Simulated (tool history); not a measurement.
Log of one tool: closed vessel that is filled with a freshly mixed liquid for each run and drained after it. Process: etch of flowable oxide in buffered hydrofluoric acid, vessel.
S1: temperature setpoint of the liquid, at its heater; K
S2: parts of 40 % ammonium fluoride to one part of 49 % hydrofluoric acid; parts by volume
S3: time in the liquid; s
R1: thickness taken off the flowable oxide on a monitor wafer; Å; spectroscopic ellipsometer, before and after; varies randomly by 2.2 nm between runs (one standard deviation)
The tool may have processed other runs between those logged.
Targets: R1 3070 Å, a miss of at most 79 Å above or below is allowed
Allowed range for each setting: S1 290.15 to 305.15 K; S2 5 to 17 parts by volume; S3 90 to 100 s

run 1 hour=0 | S1=297.15 S2=10.5 S3=90 | R1=2030.9
run 2 hour=6.1 | S1=297.15 S2=10.5 S3=100 | R1=2247.1
run 3 hour=10.5 | S1=297.15 S2=8.5 S3=100 | R1=2670.2
run 4 hour=13.5 | S1=297.15 S2=8.5 S3=100 | R1=2700.9
run 5 hour=22.6 | S1=297.65 S2=8.5 S3=100 | R1=2731.7
run 6 hour=24.5 | S1=297.65 S2=8.5 S3=90 | R1=2485.6
run 7 hour=26.3 | S1=298.65 S2=8.5 S3=90 | R1=2621
run 8 hour=29.6 | S1=299.15 S2=8.5 S3=90 | R1=2674.7
run 9 hour=31.1 | S1=299.65 S2=8.5 S3=90 | R1=2768

Next run, 5 choices. One meets every target within its allowed miss, the rest don't. Which?
run A hour=32.6 | S1=296.65 S2=7.5 S3=95 | R1=?
run B hour=32.6 | S1=299.15 S2=8 S3=90 | R1=?
run C hour=32.6 | S1=298.65 S2=8 S3=100 | R1=?
run D hour=32.6 | S1=302.65 S2=10 S3=90 | R1=?
run E hour=32.6 | S1=298.65 S2=7.5 S3=100 | R1=?

move=A R1=2836.4
move=B R1=2869.7
move=C R1=3103.8
move=D R1=2847.6
move=E R1=3328.1
A: an improvement on the last run, though not all results are within tolerance
B: an improvement on the last run, though not all results are within tolerance
C: every result lands within tolerance
D: an improvement on the last run, though not all results are within tolerance
E: the result that was furthest off in the last run now lies on the other side of its target
The move that meets every target is C.
